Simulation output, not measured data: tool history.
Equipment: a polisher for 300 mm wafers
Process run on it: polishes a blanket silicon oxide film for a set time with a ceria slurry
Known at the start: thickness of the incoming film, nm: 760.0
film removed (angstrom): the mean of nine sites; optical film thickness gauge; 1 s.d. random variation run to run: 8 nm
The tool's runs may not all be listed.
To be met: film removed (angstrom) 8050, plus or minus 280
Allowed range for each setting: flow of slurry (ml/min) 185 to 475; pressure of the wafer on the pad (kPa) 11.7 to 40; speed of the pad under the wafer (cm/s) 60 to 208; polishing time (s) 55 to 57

| run | hour | flow of slurry (ml/min) | pressure of the wafer on the pad (kPa) | speed of the pad under the wafer (cm/s) | polishing time (s) | film removed (angstrom) |
|---|---|---|---|---|---|---|
| 1 | 0 | 305 | 25.5 | 134 | 55 | 4374.8 |
| 2 | 1.1 | 305 | 25.5 | 134 | 55 | 4400.2 |
| 3 | 9.9 | 305 | 23.4 | 134 | 55 | 4051.4 |
| 4 | 17.6 | 305 | 23.4 | 160 | 55 | 4705.6 |
| 5 | 23.1 | 305 | 26.9 | 160 | 55 | 5295.5 |
| 6 | 29.7 | 305 | 30.3 | 162 | 55 | 5795.3 |
| 7 | 37.3 | 305 | 30.3 | 162 | 55 | 5862.5 |
| 8 | 38.4 | 305 | 33.1 | 164 | 55 | 6304.6 |

Pick the move, out of 5, that brings all results within their allowed miss; only one does.
| A | 39.5 | 445 | 20.7 | 162 | 55 | ? |
| B | 39.5 | 335 | 22.8 | 148 | 55 | ? |
| C | 39.5 | 255 | 37.2 | 208 | 57 | ? |
| D | 39.5 | 370 | 34.5 | 194 | 57 | ? |
| E | 39.5 | 245 | 37.2 | 124 | 55 | ? |

| move | film removed (angstrom) |
|---|---|
| A | 4347.8 |
| B | 4281.3 |
| C | 8660.9 |
| D | 7820 |
| E | 5464.1 |
A: its largest miss is bigger than the last run's
B: its largest miss is bigger than the last run's
C: pushes the last run's worst result past its target
D: all results in spec
E: its largest miss is bigger than the last run's
So the answer is move D, the one that meets all the targets.
